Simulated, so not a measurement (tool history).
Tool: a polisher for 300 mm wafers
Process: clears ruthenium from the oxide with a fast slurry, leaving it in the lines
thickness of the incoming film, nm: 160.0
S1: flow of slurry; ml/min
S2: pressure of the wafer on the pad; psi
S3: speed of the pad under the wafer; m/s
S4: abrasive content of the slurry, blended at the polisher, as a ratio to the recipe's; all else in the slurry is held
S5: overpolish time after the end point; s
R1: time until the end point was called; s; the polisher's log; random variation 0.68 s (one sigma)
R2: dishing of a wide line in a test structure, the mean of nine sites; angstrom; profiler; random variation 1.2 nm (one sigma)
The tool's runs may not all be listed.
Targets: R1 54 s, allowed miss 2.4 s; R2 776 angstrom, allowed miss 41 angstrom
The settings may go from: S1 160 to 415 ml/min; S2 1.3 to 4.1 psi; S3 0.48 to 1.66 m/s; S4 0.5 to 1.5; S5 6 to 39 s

{"run": 1, "hour": 0.0, "S1": 265, "S2": 2.7, "S3": 1.06, "S4": 1, "S5": 20, "R1": 38.516, "R2": 644.61}
{"run": 2, "hour": 5.7, "S1": 265, "S2": 2.7, "S3": 1.06, "S4": 1, "S5": 27, "R1": 39.519, "R2": 834.63}
{"run": 3, "hour": 13.3, "S1": 265, "S2": 2.7, "S3": 1.2, "S4": 1, "S5": 27, "R1": 35.509, "R2": 910.13}
{"run": 4, "hour": 20.5, "S1": 225, "S2": 2.7, "S3": 1.2, "S4": 1, "S5": 27, "R1": 35.168, "R2": 899}
{"run": 5, "hour": 23.9, "S1": 225, "S2": 2.7, "S3": 1.2, "S4": 1, "S5": 19, "R1": 35.675, "R2": 678.99}
{"run": 6, "hour": 24.6, "S1": 225, "S2": 2.7, "S3": 0.98, "S4": 1, "S5": 19, "R1": 42.035, "R2": 579.59}
{"run": 7, "hour": 27.8, "S1": 225, "S2": 2.7, "S3": 0.98, "S4": 1, "S5": 19, "R1": 42.568, "R2": 576.06}
{"run": 8, "hour": 29.0, "S1": 225, "S2": 2.6, "S3": 0.98, "S4": 1, "S5": 21, "R1": 44.07, "R2": 615.22}
{"run": 9, "hour": 35.8, "S1": 225, "S2": 2.5, "S3": 0.98, "S4": 1, "S5": 23, "R1": 46.131, "R2": 634.65}
{"run": 10, "hour": 38.1, "S1": 225, "S2": 2.5, "S3": 0.98, "S4": 1, "S5": 23, "R1": 45.4, "R2": 654.48}
{"run": 11, "hour": 45.1, "S1": 225, "S2": 2.4, "S3": 0.98, "S4": 1, "S5": 24, "R1": 47.055, "R2": 639.95}
{"run": 12, "hour": 50.2, "S1": 220, "S2": 2.1, "S3": 0.94, "S4": 1, "S5": 34, "R1": 55.922, "R2": 723.38}

Which of these 5 next moves meets every target?
{"run": "A", "hour": 55.3, "S1": 210, "S2": 2.9, "S3": 0.76, "S4": 0.85, "S5": 31, "R1": "?", "R2": "?"}
{"run": "B", "hour": 55.3, "S1": 215, "S2": 2.2, "S3": 0.86, "S4": 1, "S5": 29, "R1": "?", "R2": "?"}
{"run": "C", "hour": 55.3, "S1": 170, "S2": 2.1, "S3": 1.04, "S4": 1, "S5": 27, "R1": "?", "R2": "?"}
{"run": "D", "hour": 55.3, "S1": 200, "S2": 1.9, "S3": 0.96, "S4": 1.25, "S5": 33, "R1": "?", "R2": "?"}
{"run": "E", "hour": 55.3, "S1": 265, "S2": 2.1, "S3": 0.96, "S4": 1.1, "S5": 25, "R1": "?", "R2": "?"}

move=A R1=55.487 R2=695.52
move=B R1=57.621 R2=635.34
move=C R1=52.064 R2=652.14
move=D R1=53.17 R2=760.79
move=E R1=50.834 R2=622.62
A: further off than the last run
B: further off than the last run
C: further off than the last run
D: meets every target
E: further off than the last run
The right move is D.

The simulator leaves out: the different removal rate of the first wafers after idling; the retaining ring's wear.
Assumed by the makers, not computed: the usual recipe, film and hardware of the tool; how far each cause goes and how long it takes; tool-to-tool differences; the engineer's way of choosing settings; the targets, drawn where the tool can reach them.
